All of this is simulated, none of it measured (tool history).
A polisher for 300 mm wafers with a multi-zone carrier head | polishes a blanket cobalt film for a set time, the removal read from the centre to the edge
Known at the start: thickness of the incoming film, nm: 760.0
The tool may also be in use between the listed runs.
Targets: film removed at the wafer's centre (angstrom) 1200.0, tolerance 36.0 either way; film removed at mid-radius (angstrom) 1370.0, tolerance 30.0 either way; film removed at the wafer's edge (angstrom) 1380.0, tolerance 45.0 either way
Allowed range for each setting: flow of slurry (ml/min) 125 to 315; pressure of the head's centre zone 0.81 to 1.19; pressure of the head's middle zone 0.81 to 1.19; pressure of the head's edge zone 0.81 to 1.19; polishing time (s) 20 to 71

run,day,flow of slurry (ml/min),pressure of the head's centre zone,pressure of the head's middle zone,pressure of the head's edge zone,polishing time (s),film removed at the wafer's centre (angstrom),film removed at mid-radius (angstrom),film removed at the wafer's edge (angstrom)
1,0.000,205,1.00,1.00,1.00,45,2348.4,2341.7,2338.7
2,0.096,195,0.97,0.99,0.98,42,2125.4,2175.0,2134.9
3,0.279,185,0.94,0.98,0.98,39,1874.5,1967.2,1975.6
4,0.650,185,0.94,0.98,0.93,39,1911.8,1980.8,1958.5
5,0.950,185,0.88,0.98,0.93,39,1764.5,1960.8,1932.7
6,1.242,180,0.87,0.97,0.92,37,1657.3,1836.6,1824.7
7,1.300,175,0.86,0.97,0.91,35,1508.9,1736.0,1710.4
8,1.550,150,0.84,0.88,0.81,28,1183.9,1251.9,1269.7
9,1.679,160,0.84,0.89,0.82,28,1171.5,1270.8,1290.7
10,1.812,170,0.84,0.89,0.83,28,1195.2,1296.1,1319.9
11,1.833,175,0.84,0.89,0.83,28,1197.6,1308.0,1321.0

Of the 5 settings listed for the next run, only one would bring every result within its allowed miss of target. Which one?
A,1.854,165,0.81,0.81,0.89,30,?,?,?
B,1.854,130,0.82,0.81,0.99,31,?,?,?
C,1.854,155,0.86,0.88,0.82,28,?,?,?
D,1.854,215,0.81,0.91,0.85,28,?,?,?
E,1.854,160,0.81,0.82,0.93,29,?,?,?

move,film removed at the wafer's centre (angstrom),film removed at mid-radius (angstrom),film removed at the wafer's edge (angstrom)
A,1236.5,1269.7,1447.4
B,1213.6,1240.8,1510.8
C,1204.8,1251.8,1288.8
D,1215.6,1365.1,1366.6
E,1186.9,1231.9,1421.1
A: misses by more than the last run did
B: misses by more than the last run did
C: misses by more than the last run did
D: all results in spec
E: misses by more than the last run did
Move D is the one to make.
